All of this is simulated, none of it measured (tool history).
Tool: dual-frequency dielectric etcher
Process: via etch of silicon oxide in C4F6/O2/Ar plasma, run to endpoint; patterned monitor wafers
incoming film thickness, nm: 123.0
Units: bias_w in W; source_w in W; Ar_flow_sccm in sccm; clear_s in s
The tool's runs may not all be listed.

run 1 hour=0 | bias_w=631 source_w=320 Ar_flow_sccm=236 | clear_s=25.792
run 2 hour=3.3 | bias_w=631 source_w=320 Ar_flow_sccm=202 | clear_s=24.925
run 3 hour=12.1 | bias_w=572 source_w=290 Ar_flow_sccm=213 | clear_s=27.713
run 4 hour=20.4 | bias_w=572 source_w=290 Ar_flow_sccm=244 | clear_s=28.115
run 5 hour=28.3 | bias_w=528 source_w=280 Ar_flow_sccm=247 | clear_s=30.017
run 6 hour=33.9 | bias_w=528 source_w=260 Ar_flow_sccm=247 | clear_s=31.004
run 7 hour=38.2 | bias_w=505 source_w=260 Ar_flow_sccm=247 | clear_s=31.471
run 8 hour=45 | bias_w=412 source_w=240 Ar_flow_sccm=251 | clear_s=36.392
run 9 hour=48.1 | bias_w=429 source_w=240 Ar_flow_sccm=251 | clear_s=35.294

The next listed run, before its measurement:
run 10 hour=50.2 | bias_w=440 source_w=240 Ar_flow_sccm=251 | clear_s=?

clear_s: 35.177 s
